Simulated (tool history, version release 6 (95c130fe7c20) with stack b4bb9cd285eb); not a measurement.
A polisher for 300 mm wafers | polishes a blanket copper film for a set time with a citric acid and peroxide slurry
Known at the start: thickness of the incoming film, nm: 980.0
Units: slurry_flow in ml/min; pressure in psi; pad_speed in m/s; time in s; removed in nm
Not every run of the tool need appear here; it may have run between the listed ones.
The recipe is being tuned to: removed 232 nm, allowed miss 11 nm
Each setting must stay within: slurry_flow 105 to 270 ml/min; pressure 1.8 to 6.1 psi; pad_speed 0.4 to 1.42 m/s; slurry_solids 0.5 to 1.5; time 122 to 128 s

Run 1, hour 0: slurry_flow 175 ml/min, pressure 3.9 psi, pad_speed 0.9 m/s, slurry_solids 1, time 122 s. Result: removed 284.31 nm.
Run 2, hour 0.9: slurry_flow 175 ml/min, pressure 3.9 psi, pad_speed 0.9 m/s, slurry_solids 0.85, time 122 s. Result: removed 276.11 nm.
Run 3, hour 4.1: slurry_flow 175 ml/min, pressure 3.7 psi, pad_speed 0.9 m/s, slurry_solids 0.85, time 122 s. Result: removed 265.46 nm.
Run 4, hour 13.1: slurry_flow 175 ml/min, pressure 3.7 psi, pad_speed 1.1 m/s, slurry_solids 0.85, time 122 s. Result: removed 320.08 nm.
Run 5, hour 14: slurry_flow 175 ml/min, pressure 3.7 psi, pad_speed 1.1 m/s, slurry_solids 0.65, time 122 s. Result: removed 295.12 nm.
Run 6, hour 21.1: slurry_flow 175 ml/min, pressure 3.5 psi, pad_speed 1.1 m/s, slurry_solids 0.65, time 122 s. Result: removed 281.59 nm.
Run 7, hour 28: slurry_flow 175 ml/min, pressure 3.3 psi, pad_speed 1.1 m/s, slurry_solids 0.65, time 122 s. Result: removed 264.14 nm.
Run 8, hour 28.9: slurry_flow 175 ml/min, pressure 3.2 psi, pad_speed 1.1 m/s, slurry_solids 0.65, time 122 s. Result: removed 255.15 nm.
Run 9, hour 36.6: slurry_flow 175 ml/min, pressure 3.1 psi, pad_speed 1.1 m/s, slurry_solids 0.65, time 122 s. Result: removed 244.86 nm.

Next run, 4 choices. One meets every target within its allowed miss, the rest don't. Which?
Run A, hour 44.3: slurry_flow 190 ml/min, pressure 3 psi, pad_speed 0.9 m/s, slurry_solids 0.55, time 124 s. Result: removed ?.
Run B, hour 44.3: slurry_flow 180 ml/min, pressure 2.6 psi, pad_speed 1.22 m/s, slurry_solids 0.5, time 128 s. Result: removed ?.
Run C, hour 44.3: slurry_flow 175 ml/min, pressure 2.4 psi, pad_speed 1.1 m/s, slurry_solids 0.75, time 127 s. Result: removed ?.
Run D, hour 44.3: slurry_flow 185 ml/min, pressure 2.5 psi, pad_speed 1.1 m/s, slurry_solids 0.65, time 124 s. Result: removed ?.

move  removed
   A   201.11
   B   228.62
   C   206.83
   D    205.8
A: takes the biggest miss from the last run beyond its target
B: every result lands within tolerance
C: takes the biggest miss from the last run beyond its target
D: takes the biggest miss from the last run beyond its target
So the answer is move B, the one that meets all the targets.

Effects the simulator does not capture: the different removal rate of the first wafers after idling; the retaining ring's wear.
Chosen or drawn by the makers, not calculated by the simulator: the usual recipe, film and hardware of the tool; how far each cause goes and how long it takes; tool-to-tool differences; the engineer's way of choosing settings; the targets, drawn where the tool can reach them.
